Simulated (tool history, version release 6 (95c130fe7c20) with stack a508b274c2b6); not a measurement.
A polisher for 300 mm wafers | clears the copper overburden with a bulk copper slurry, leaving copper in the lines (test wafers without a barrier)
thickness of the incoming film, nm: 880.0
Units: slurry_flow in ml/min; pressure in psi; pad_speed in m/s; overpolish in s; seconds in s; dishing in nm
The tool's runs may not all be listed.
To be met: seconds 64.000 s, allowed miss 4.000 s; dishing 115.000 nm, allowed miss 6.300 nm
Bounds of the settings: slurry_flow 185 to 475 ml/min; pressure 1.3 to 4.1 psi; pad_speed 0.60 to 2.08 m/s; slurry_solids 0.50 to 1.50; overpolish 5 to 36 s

run,hour,slurry_flow,pressure,pad_speed,slurry_solids,overpolish,seconds,dishing
1,0.0,305,2.7,1.34,1.00,18,73.603,82.890
2,4.9,305,2.7,1.22,1.00,18,77.514,80.396
3,13.6,305,3.3,1.22,1.00,18,63.098,96.399
4,16.9,305,3.3,1.20,1.00,20,64.116,100.080
5,23.6,305,2.9,1.20,1.00,20,72.441,90.636
6,24.5,375,2.9,1.20,1.00,20,71.235,92.107
7,26.8,375,3.0,1.18,1.00,22,68.863,95.508
8,32.6,370,3.1,1.16,1.00,24,71.173,103.230
9,40.7,370,3.2,1.16,1.00,24,67.908,101.390
10,41.9,370,3.3,1.16,1.00,25,66.063,106.910

5 next moves are on the table. One of them brings every result within its allowed miss. Which?
A,43.1,330,3.2,1.22,1.05,19,?,?
B,43.1,445,2.8,1.34,0.95,26,?,?
C,43.1,360,3.0,1.40,1.00,18,?,?
D,43.1,395,3.0,1.24,1.05,24,?,?
E,43.1,310,3.5,1.04,1.10,29,?,?

move,seconds,dishing
A,66.506,96.270
B,71.010,102.690
C,64.647,93.785
D,69.028,102.770
E,67.351,115.070
A: further off than the last run
B: further off than the last run
C: further off than the last run
D: further off than the last run
E: meets every target
Answer: E

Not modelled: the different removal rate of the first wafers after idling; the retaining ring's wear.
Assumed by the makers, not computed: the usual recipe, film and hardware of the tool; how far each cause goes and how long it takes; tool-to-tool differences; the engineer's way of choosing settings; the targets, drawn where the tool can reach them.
